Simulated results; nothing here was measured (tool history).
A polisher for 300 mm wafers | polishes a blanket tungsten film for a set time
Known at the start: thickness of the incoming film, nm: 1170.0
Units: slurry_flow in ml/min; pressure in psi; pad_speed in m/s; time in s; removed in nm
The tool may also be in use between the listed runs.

run	hour	slurry_flow	pressure	pad_speed	slurry_solids	time	removed
1	0.0	320	4.7	0.94	1.0	42	242.34
2	4.5	320	4.7	0.94	1.2	42	253.84
3	5.6	320	4.4	0.94	1.2	42	231.65
4	12.3	320	4.4	0.86	1.2	42	218.92
5	14.9	320	4.4	0.86	1.4	42	225.96
6	16.7	320	3.6	0.86	1.4	42	204.82
7	24.2	320	3.4	0.86	1.4	42	192.70
8	25.8	320	3.3	0.86	1.4	42	187.53

Run 9, settings as shown, results not yet in. Your forecast:
9	34.8	320	3.2	0.86	1.4	42	?

{"run 9": {"removed": 186.44}}

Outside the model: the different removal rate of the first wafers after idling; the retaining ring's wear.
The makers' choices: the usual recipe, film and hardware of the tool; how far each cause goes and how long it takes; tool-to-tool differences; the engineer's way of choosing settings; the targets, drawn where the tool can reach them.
